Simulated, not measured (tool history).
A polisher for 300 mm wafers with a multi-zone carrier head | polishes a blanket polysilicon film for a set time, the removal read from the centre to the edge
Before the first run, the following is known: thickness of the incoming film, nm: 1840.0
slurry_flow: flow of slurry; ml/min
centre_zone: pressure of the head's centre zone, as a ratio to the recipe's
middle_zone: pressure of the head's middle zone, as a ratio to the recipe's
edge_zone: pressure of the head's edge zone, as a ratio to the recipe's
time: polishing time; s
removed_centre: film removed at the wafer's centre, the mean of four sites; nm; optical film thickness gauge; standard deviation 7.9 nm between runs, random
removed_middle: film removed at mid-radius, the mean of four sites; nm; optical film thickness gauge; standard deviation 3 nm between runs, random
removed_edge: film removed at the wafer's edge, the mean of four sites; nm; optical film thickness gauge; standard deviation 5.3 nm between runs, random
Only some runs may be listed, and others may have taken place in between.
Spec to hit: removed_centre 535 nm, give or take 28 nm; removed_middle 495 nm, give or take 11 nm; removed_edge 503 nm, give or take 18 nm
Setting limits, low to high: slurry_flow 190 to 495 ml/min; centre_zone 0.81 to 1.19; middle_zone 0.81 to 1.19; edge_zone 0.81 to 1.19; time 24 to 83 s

Run 1, hour 0: slurry_flow 320 ml/min, centre_zone 1, middle_zone 1, edge_zone 1, time 53 s. Result: removed_centre 384.29 nm, removed_middle 390.15 nm, removed_edge 380.34 nm.
Run 2, hour 3.2: slurry_flow 320 ml/min, centre_zone 1.02, middle_zone 1.01, edge_zone 1.02, time 55 s. Result: removed_centre 397.58 nm, removed_middle 406.31 nm, removed_edge 401.61 nm.
Run 3, hour 9.4: slurry_flow 320 ml/min, centre_zone 1.02, middle_zone 0.96, edge_zone 1.02, time 55 s. Result: removed_centre 405.15 nm, removed_middle 386.82 nm, removed_edge 401.61 nm.
Run 4, hour 13.2: slurry_flow 325 ml/min, centre_zone 1.04, middle_zone 0.97, edge_zone 1.03, time 56 s. Result: removed_centre 414.8 nm, removed_middle 405.07 nm, removed_edge 413.58 nm.
Run 5, hour 21.2: slurry_flow 325 ml/min, centre_zone 1.04, middle_zone 0.97, edge_zone 0.95, time 56 s. Result: removed_centre 409.58 nm, removed_middle 402.52 nm, removed_edge 390.19 nm.
Run 6, hour 22.6: slurry_flow 330 ml/min, centre_zone 1.06, middle_zone 0.98, edge_zone 0.97, time 57 s. Result: removed_centre 431.13 nm, removed_middle 414.59 nm, removed_edge 402.09 nm.
Run 7, hour 28.9: slurry_flow 330 ml/min, centre_zone 1.06, middle_zone 0.98, edge_zone 0.97, time 57 s. Result: removed_centre 440.07 nm, removed_middle 411.02 nm, removed_edge 404.96 nm.
Run 8, hour 34.4: slurry_flow 335 ml/min, centre_zone 1.07, middle_zone 1, edge_zone 1, time 58 s. Result: removed_centre 446.26 nm, removed_middle 426.46 nm, removed_edge 424.66 nm.
Run 9, hour 37.6: slurry_flow 340 ml/min, centre_zone 1.09, middle_zone 1.02, edge_zone 1.02, time 58 s. Result: removed_centre 456.06 nm, removed_middle 433.54 nm, removed_edge 424.68 nm.
Run 10, hour 44.1: slurry_flow 345 ml/min, centre_zone 1.1, middle_zone 1.03, edge_zone 1.04, time 59 s. Result: removed_centre 453.54 nm, removed_middle 445.28 nm, removed_edge 426.79 nm.
Run 11, hour 49.8: slurry_flow 340 ml/min, centre_zone 1.11, middle_zone 1.02, edge_zone 1.05, time 60 s. Result: removed_centre 470.61 nm, removed_middle 447.8 nm, removed_edge 445.07 nm.
Run 12, hour 56.7: slurry_flow 340 ml/min, centre_zone 1.12, middle_zone 1.02, edge_zone 1.06, time 61 s. Result: removed_centre 489.26 nm, removed_middle 459.71 nm, removed_edge 447.44 nm.
Run 13, hour 58.2: slurry_flow 345 ml/min, centre_zone 1.12, middle_zone 1.02, edge_zone 1.07, time 62 s. Result: removed_centre 494.94 nm, removed_middle 463.16 nm, removed_edge 454.1 nm.
Run 14, hour 66.5: slurry_flow 345 ml/min, centre_zone 1.12, middle_zone 1.02, edge_zone 1.08, time 63 s. Result: removed_centre 516.9 nm, removed_middle 467.3 nm, removed_edge 468.36 nm.

Pick the move, out of 5, that brings all results within their allowed miss; only one does.
Run A, hour 74.8: slurry_flow 325 ml/min, centre_zone 1.17, middle_zone 1.11, edge_zone 0.91, time 62 s. Result: removed_centre ?, removed_middle ?, removed_edge ?.
Run B, hour 74.8: slurry_flow 355 ml/min, centre_zone 1.19, middle_zone 0.93, edge_zone 1.12, time 62 s. Result: removed_centre ?, removed_middle ?, removed_edge ?.
Run C, hour 74.8: slurry_flow 330 ml/min, centre_zone 1.08, middle_zone 0.99, edge_zone 1.04, time 68 s. Result: removed_centre ?, removed_middle ?, removed_edge ?.
Run D, hour 74.8: slurry_flow 265 ml/min, centre_zone 1, middle_zone 0.99, edge_zone 1.13, time 65 s. Result: removed_centre ?, removed_middle ?, removed_edge ?.
Run E, hour 74.8: slurry_flow 390 ml/min, centre_zone 1.17, middle_zone 0.9, edge_zone 1.13, time 67 s. Result: removed_centre ?, removed_middle ?, removed_edge ?.

move  removed_centre  removed_middle  removed_edge
   A          511.56          499.24        433.08
   B          524.38          433.17        483.19
   C          518.02          497.67        507.59
   D          446.38          464.67        496.74
   E          561.79          459.13        527.95
A: brings the last run's worst result on target, with another outside its allowed miss
B: moves away from the targets compared with the last run
C: in spec on every target
D: moves away from the targets compared with the last run
E: moves away from the targets compared with the last run
So the answer is move C, the one that meets all the targets.

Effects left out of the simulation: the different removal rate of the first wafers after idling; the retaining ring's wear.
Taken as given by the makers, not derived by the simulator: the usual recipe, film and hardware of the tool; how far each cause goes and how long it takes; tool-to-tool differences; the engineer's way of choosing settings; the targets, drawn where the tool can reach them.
